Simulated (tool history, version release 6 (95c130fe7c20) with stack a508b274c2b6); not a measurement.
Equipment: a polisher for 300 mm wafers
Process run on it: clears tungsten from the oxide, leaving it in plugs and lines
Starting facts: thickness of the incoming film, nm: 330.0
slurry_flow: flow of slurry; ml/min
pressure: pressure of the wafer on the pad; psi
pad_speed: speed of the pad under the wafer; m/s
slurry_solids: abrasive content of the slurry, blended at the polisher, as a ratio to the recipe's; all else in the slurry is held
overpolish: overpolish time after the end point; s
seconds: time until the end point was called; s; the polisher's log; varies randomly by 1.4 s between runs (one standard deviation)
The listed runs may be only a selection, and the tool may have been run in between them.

Run 1, hour 0.0: slurry_flow 300 ml/min, pressure 2.3 psi, pad_speed 1.12 m/s, slurry_solids 1.0, overpolish 22 s. Result: seconds 95.871 s.
Run 2, hour 5.3: slurry_flow 300 ml/min, pressure 2.3 psi, pad_speed 1.12 m/s, slurry_solids 0.9, overpolish 22 s. Result: seconds 99.559 s.
Run 3, hour 13.4: slurry_flow 300 ml/min, pressure 2.2 psi, pad_speed 1.12 m/s, slurry_solids 0.9, overpolish 22 s. Result: seconds 105.960 s.
Run 4, hour 16.2: slurry_flow 300 ml/min, pressure 2.2 psi, pad_speed 1.12 m/s, slurry_solids 0.9, overpolish 22 s. Result: seconds 105.420 s.
Run 5, hour 19.7: slurry_flow 300 ml/min, pressure 2.1 psi, pad_speed 1.12 m/s, slurry_solids 0.9, overpolish 22 s. Result: seconds 111.120 s.
Run 6, hour 20.4: slurry_flow 300 ml/min, pressure 2.0 psi, pad_speed 1.12 m/s, slurry_solids 0.9, overpolish 22 s. Result: seconds 112.980 s.
Run 7, hour 26.5: slurry_flow 300 ml/min, pressure 1.5 psi, pad_speed 1.10 m/s, slurry_solids 0.9, overpolish 22 s. Result: seconds 153.650 s.

Run 8 is up next; what results do you expect?
Run 8, hour 28.0: slurry_flow 300 ml/min, pressure 1.5 psi, pad_speed 1.10 m/s, slurry_solids 0.9, overpolish 22 s. Result: seconds ?.

{"run 8": {"seconds": 153.58}}
